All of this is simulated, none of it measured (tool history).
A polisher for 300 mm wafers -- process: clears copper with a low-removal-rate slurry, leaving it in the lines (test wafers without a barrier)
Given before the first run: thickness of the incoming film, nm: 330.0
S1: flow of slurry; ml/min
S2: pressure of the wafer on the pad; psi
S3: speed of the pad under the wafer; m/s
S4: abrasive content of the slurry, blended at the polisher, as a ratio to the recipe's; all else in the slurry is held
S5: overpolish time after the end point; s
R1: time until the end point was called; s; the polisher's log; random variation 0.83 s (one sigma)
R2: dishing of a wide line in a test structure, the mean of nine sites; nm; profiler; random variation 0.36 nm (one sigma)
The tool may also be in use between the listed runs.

| run | hour | S1 | S2 | S3 | S4 | S5 | R1 | R2 |
|---|---|---|---|---|---|---|---|---|
| 1 | 0 | 275 | 3.4 | 1.34 | 1 | 10 | 69.946 | 33.993 |
| 2 | 3.6 | 270 | 3.2 | 1.34 | 1 | 10 | 74.39 | 31.785 |
| 3 | 4.6 | 335 | 3.2 | 1.34 | 1 | 10 | 73.015 | 32.643 |
| 4 | 9.6 | 290 | 3.2 | 1.34 | 1 | 10 | 74.32 | 32.674 |
| 5 | 16.2 | 290 | 3.1 | 1.34 | 1 | 10 | 75.184 | 31.798 |
| 6 | 17.4 | 290 | 3.1 | 1.56 | 1 | 10 | 68.965 | 33.861 |

Estimate the outcome of run 7 from the log above:
| 7 | 25.4 | 290 | 2.9 | 1.54 | 1 | 11 | ? | ? |

Logged for run 7: R1 72.936 s, R2 35.15 nm.

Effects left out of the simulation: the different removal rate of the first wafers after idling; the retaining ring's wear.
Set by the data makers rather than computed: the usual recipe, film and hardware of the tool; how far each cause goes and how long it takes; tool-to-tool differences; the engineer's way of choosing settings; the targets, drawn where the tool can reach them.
